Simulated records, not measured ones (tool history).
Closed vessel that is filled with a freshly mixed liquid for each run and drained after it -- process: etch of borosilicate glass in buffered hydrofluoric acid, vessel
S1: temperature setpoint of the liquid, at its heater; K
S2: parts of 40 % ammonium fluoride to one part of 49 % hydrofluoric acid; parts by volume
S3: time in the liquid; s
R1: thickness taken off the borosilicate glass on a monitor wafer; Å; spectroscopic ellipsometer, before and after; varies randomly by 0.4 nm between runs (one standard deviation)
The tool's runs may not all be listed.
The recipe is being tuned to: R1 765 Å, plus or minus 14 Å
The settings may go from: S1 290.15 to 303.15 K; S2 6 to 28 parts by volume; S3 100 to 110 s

run	hour	S1	S2	S3	R1
1	0	295.15	17	100	592.85
2	0.9	296.65	17	100	652.77
3	4.2	298.15	17	100	702.58
4	10	298.65	17	100	725.81
5	12.6	299.15	17	100	742.45
6	20.2	299.15	12	100	1047.2
7	25	297.65	12	100	957.21
8	26.3	296.65	12	100	913.03
9	34.3	295.65	12	100	869.57
10	40.9	295.15	12	100	844.02
11	42.8	294.65	12	100	824.98
12	50	294.15	12	100	806.05

Next run, 4 choices. One meets every target within its allowed miss, the rest don't. Which?
A	57.2	292.65	11.5	100	?
B	57.2	293.15	11	105	?
C	57.2	293.15	13	105	?
D	57.2	298.15	15	110	?

move	R1
A	770.7
B	869.14
C	736.7
D	877.96
A: every result within its allowed miss
B: further off than the last run
C: the result that was furthest off in the last run now lies on the other side of its target
D: further off than the last run
Correct choice: A, which meets every target
